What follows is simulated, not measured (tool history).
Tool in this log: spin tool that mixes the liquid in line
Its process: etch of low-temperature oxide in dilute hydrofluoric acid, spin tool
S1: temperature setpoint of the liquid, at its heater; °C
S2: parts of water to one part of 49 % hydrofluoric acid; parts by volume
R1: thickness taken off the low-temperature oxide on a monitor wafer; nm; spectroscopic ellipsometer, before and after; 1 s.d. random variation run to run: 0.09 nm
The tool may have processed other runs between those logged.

Run 1, hour 0.0: S1 26.0 °C, S2 180 parts by volume, time under the liquid (s) 40. Result: R1 4.4803 nm.
Run 2, hour 3.5: S1 27.0 °C, S2 170 parts by volume, time under the liquid (s) 40. Result: R1 4.9943 nm.
Run 3, hour 6.4: S1 28.0 °C, S2 160 parts by volume, time under the liquid (s) 40. Result: R1 5.4622 nm.
Run 4, hour 10.0: S1 29.0 °C, S2 150 parts by volume, time under the liquid (s) 40. Result: R1 6.2483 nm.
At hour 10.7: hydrofluoric acid flow meter replaced.
Run 5, hour 10.7: S1 30.0 °C, S2 145 parts by volume, time under the liquid (s) 40. Result: R1 7.7353 nm.
Run 6, hour 14.1: S1 30.0 °C, S2 165 parts by volume, time under the liquid (s) 40. Result: R1 6.6456 nm.
Run 7, hour 16.5: S1 30.5 °C, S2 165 parts by volume, time under the liquid (s) 40. Result: R1 6.7235 nm.
Run 8, hour 20.9: S1 31.0 °C, S2 165 parts by volume, time under the liquid (s) 40. Result: R1 6.7997 nm.

For run 9, what comes out?
Run 9, hour 24.2: S1 31.5 °C, S2 160 parts by volume, time under the liquid (s) 40. Result: R1 ?.

{"run 9": {"R1": 7.1333}}
